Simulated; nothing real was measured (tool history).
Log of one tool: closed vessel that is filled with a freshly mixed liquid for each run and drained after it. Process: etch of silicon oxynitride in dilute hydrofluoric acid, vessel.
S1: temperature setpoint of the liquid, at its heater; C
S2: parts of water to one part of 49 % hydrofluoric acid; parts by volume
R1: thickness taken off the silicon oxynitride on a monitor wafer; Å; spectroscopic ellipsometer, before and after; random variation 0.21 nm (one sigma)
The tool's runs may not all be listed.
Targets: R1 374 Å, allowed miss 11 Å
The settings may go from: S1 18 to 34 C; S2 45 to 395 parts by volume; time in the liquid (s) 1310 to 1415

Run 1, hour 0: S1 26 C, S2 220 parts by volume, time in the liquid (s) 1310. Result: R1 172.93 Å.
Run 2, hour 1.5: S1 27 C, S2 210 parts by volume, time in the liquid (s) 1310. Result: R1 191.39 Å.
Run 3, hour 3: S1 28.5 C, S2 210 parts by volume, time in the liquid (s) 1310. Result: R1 205.81 Å.
Run 4, hour 7.2: S1 28.5 C, S2 145 parts by volume, time in the liquid (s) 1310. Result: R1 315.16 Å.
Run 5, hour 9.2: S1 28.5 C, S2 105 parts by volume, time in the liquid (s) 1310. Result: R1 453.31 Å.
At hour 12.9: hydrofluoric acid flow meter replaced.
Run 6, hour 12.9: S1 28 C, S2 105 parts by volume, time in the liquid (s) 1310. Result: R1 483.96 Å.
Run 7, hour 19.7: S1 28 C, S2 110 parts by volume, time in the liquid (s) 1310. Result: R1 458.53 Å.
Run 8, hour 25.3: S1 24 C, S2 115 parts by volume, time in the liquid (s) 1310. Result: R1 360.7 Å.

Which of these 4 next moves meets every target?
Run A, hour 30.9: S1 24.5 C, S2 130 parts by volume, time in the liquid (s) 1415. Result: R1 ?.
Run B, hour 30.9: S1 25.5 C, S2 120 parts by volume, time in the liquid (s) 1310. Result: R1 ?.
Run C, hour 30.9: S1 26 C, S2 140 parts by volume, time in the liquid (s) 1415. Result: R1 ?.
Run D, hour 30.9: S1 23 C, S2 120 parts by volume, time in the liquid (s) 1370. Result: R1 ?.

move      R1
   A  354.51
   B  375.48
   C  349.62
   D  349.52
A: further off than the last run
B: meets every target
C: further off than the last run
D: further off than the last run
Answer: B

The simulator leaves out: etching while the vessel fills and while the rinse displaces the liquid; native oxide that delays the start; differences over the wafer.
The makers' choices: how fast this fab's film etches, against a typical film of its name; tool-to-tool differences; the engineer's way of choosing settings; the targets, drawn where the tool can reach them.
